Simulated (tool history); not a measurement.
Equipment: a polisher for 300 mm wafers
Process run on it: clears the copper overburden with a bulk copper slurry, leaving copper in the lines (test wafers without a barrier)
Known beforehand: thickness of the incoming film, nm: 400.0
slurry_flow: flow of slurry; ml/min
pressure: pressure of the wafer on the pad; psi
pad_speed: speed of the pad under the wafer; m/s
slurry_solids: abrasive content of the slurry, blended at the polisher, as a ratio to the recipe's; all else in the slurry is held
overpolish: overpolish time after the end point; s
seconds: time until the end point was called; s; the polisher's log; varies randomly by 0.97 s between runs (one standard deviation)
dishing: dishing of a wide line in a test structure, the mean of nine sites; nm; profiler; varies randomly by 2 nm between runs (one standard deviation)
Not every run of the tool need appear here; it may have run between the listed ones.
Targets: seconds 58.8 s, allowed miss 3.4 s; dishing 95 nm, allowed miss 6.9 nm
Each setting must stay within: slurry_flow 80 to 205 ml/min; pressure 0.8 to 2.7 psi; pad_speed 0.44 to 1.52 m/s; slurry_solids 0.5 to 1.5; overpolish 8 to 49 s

run  hour  slurry_flow  pressure  pad_speed  slurry_solids  overpolish  seconds  dishing
  1     0          135       1.7       0.98              1          25    83.62   61.643
  2     7          135       1.7       0.98              1          15   84.966   42.784
  3  13.3          135       1.8       0.98              1          17   78.916   50.147
  4  17.7          135       1.8       1.18              1          17    71.06   55.143
  5  23.4          135       1.8       1.18              1          18   71.049   56.888
  6  30.2          135       1.8       1.18              1          19   71.206   59.012
  7  31.6          135       1.8       1.18              1          20   72.707   61.574
  8    37          135       1.8       1.18              1          21   71.074   61.528
  9  41.7          135       2.2       1.16              1          33   59.502   84.194
 10  42.4          135       2.2       1.16              1          33    60.42   86.691
 11  44.4          135       2.2       1.18              1          35    58.34    84.95

Which single option among these 5 for the next run brings every result within its allowed miss of target? Just one does.
  A  46.4          130       2.1       1.22           1.05          32        ?        ?
  B  46.4           90       2.6       0.98           0.95          25        ?        ?
  C  46.4          105       2.2       1.32            0.9          44        ?        ?
  D  46.4          125       1.7       1.52           1.15          29        ?        ?
  E  46.4          135       2.2        1.2           1.05          20        ?        ?

move  seconds  dishing
   A   58.836   82.692
   B   64.635   74.735
   C   57.475   91.711
   D   58.921   76.078
   E   56.678   69.413
A: moves away from the targets compared with the last run
B: moves away from the targets compared with the last run
C: every result lands within tolerance
D: moves away from the targets compared with the last run
E: moves away from the targets compared with the last run
Go with C: it meets all targets.
